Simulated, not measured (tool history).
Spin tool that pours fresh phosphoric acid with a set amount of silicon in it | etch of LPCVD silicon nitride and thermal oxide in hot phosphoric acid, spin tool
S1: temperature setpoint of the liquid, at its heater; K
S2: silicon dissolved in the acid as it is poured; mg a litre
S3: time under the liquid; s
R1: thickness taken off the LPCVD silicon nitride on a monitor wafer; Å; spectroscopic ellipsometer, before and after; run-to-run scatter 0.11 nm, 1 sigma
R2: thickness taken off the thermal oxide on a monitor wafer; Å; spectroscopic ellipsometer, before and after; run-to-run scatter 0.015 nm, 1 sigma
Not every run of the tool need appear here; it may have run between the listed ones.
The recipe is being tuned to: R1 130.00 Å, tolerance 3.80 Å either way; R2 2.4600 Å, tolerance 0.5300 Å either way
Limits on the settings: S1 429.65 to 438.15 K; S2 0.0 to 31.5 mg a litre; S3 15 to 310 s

run  hour      S1    S2   S3      R1      R2
  1   0.0  433.15  14.0  160  143.93  3.5468
  2   0.6  432.65  15.5  160  143.43  2.9035
  3   4.7  432.65  20.0  160  143.48  2.8649
  4   8.2  432.15  19.0  160  141.53  2.7564
  5   9.3  432.15  19.0  130  116.21  1.9369
  6  18.2  432.65  20.0  130  118.12  2.3405
  7  23.4  432.65  20.5  135  122.22  2.4638
  8  25.1  432.65  20.5  135  119.18  2.1609
  9  30.4  434.65  21.5  140  134.16  2.2625

5 next moves are on the table. One of them brings every result within its allowed miss. Which?
  A  35.7  434.65  29.0  150   ?   ?
  B  35.7  434.65  23.0  135   ?   ?
  C  35.7  435.65  28.0  140   ?   ?
  D  35.7  435.15  25.0  140   ?   ?
  E  35.7  429.65  10.0  175   ?   ?

move      R1      R2
   A  146.55  2.1652
   B  131.90  2.3983
   C  141.41  2.2584
   D  139.08  2.4190
   E  144.43  3.0132
A: lands further from the targets than the last run did
B: all results land within tolerance of their targets
C: lands further from the targets than the last run did
D: lands further from the targets than the last run did
E: lands further from the targets than the last run did
Move B is the one to make.
